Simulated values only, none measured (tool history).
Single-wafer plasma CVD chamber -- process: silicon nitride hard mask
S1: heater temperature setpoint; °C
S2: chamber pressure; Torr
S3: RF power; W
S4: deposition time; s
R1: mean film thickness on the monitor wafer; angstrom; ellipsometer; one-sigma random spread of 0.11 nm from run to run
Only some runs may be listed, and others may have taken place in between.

run	hour	S1	S2	S3	S4	R1
1	0	400	1.43	370	20.2	266.19
2	6.6	400	1.59	370	20.2	274.81
3	9.4	400	1.45	345	20	249.99
4	14.4	400	1.45	365	20	262.35
5	15.6	406	1.45	365	20	261.01
6	20.4	406	1.34	365	20	259.27
7	25.2	406	1.28	345	19.9	240.99

What does the tool deliver on the next run?
8	28.7	406	1.2	340	19.9	?

{"run 8": {"R1": 233.74}}
